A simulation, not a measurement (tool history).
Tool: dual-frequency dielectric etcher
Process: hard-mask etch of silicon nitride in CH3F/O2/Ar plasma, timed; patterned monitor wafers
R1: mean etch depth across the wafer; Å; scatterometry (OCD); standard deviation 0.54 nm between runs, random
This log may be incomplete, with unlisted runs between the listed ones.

run 1 day=0.000 | source_power_(W)=400 bias_power_(W)=76 etch_time_(s)=139.0 | R1=975.20
run 2 day=0.171 | source_power_(W)=400 bias_power_(W)=76 etch_time_(s)=139.0 | R1=970.26
run 3 day=0.312 | source_power_(W)=430 bias_power_(W)=80 etch_time_(s)=139.0 | R1=1025.80
run 4 day=0.454 | source_power_(W)=450 bias_power_(W)=82 etch_time_(s)=139.0 | R1=1054.90
run 5 day=0.692 | source_power_(W)=430 bias_power_(W)=82 etch_time_(s)=139.0 | R1=1029.60
run 6 day=0.833 | source_power_(W)=430 bias_power_(W)=73 etch_time_(s)=139.0 | R1=989.06
run 7 day=1.200 | source_power_(W)=460 bias_power_(W)=76 etch_time_(s)=139.0 | R1=1028.80
run 8 day=1.508 | source_power_(W)=480 bias_power_(W)=79 etch_time_(s)=139.0 | R1=1061.80

Expected results for the next run?
-- day=1.821 wet clean of the chamber
run 9 day=1.821 | source_power_(W)=500 bias_power_(W)=81 etch_time_(s)=139.0 | R1=?

{"run 9": {"R1": 1139.2}}
